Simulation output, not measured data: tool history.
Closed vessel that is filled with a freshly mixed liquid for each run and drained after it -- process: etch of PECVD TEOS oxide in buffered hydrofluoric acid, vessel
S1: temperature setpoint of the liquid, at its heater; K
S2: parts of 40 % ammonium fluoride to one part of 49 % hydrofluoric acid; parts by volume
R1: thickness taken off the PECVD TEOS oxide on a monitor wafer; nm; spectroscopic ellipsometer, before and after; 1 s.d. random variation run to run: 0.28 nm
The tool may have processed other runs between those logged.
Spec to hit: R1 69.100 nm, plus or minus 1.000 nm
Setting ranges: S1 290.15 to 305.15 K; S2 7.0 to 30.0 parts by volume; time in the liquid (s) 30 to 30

{"run": 1, "hour": 0.0, "S1": 297.15, "S2": 19.0, "time in the liquid (s)": 30, "R1": 29.576}
{"run": 2, "hour": 4.7, "S1": 297.15, "S2": 19.0, "time in the liquid (s)": 30, "R1": 29.614}
{"run": 3, "hour": 11.7, "S1": 297.15, "S2": 19.0, "time in the liquid (s)": 30, "R1": 29.575}
{"run": 4, "hour": 18.3, "S1": 298.65, "S2": 19.0, "time in the liquid (s)": 30, "R1": 32.068}
{"run": 5, "hour": 21.6, "S1": 298.65, "S2": 14.5, "time in the liquid (s)": 30, "R1": 41.771}
{"run": 6, "hour": 28.6, "S1": 295.15, "S2": 14.5, "time in the liquid (s)": 30, "R1": 34.347}
{"run": 7, "hour": 34.7, "S1": 299.15, "S2": 11.0, "time in the liquid (s)": 30, "R1": 56.404}
{"run": 8, "hour": 37.4, "S1": 299.65, "S2": 11.0, "time in the liquid (s)": 30, "R1": 57.724}
{"run": 9, "hour": 42.3, "S1": 300.15, "S2": 11.0, "time in the liquid (s)": 30, "R1": 59.257}
{"run": 10, "hour": 43.3, "S1": 300.65, "S2": 11.0, "time in the liquid (s)": 30, "R1": 61.337}
{"run": 11, "hour": 46.1, "S1": 301.15, "S2": 11.0, "time in the liquid (s)": 30, "R1": 62.629}

Which of these 4 next moves meets every target?
{"run": "A", "hour": 48.9, "S1": 301.15, "S2": 10.0, "time in the liquid (s)": 30, "R1": "?"}
{"run": "B", "hour": 48.9, "S1": 299.15, "S2": 10.5, "time in the liquid (s)": 30, "R1": "?"}
{"run": "C", "hour": 48.9, "S1": 302.65, "S2": 10.0, "time in the liquid (s)": 30, "R1": "?"}
{"run": "D", "hour": 48.9, "S1": 300.65, "S2": 10.5, "time in the liquid (s)": 30, "R1": "?"}

move=A R1=68.547
move=B R1=58.742
move=C R1=74.203
move=D R1=63.656
A: hits every target within its allowed miss
B: lands further from the targets than the last run did
C: carries the result that was furthest off beyond its target, to the other side
D: nearer the targets than the last run, but a result is still out of spec
Move A is the one to make.

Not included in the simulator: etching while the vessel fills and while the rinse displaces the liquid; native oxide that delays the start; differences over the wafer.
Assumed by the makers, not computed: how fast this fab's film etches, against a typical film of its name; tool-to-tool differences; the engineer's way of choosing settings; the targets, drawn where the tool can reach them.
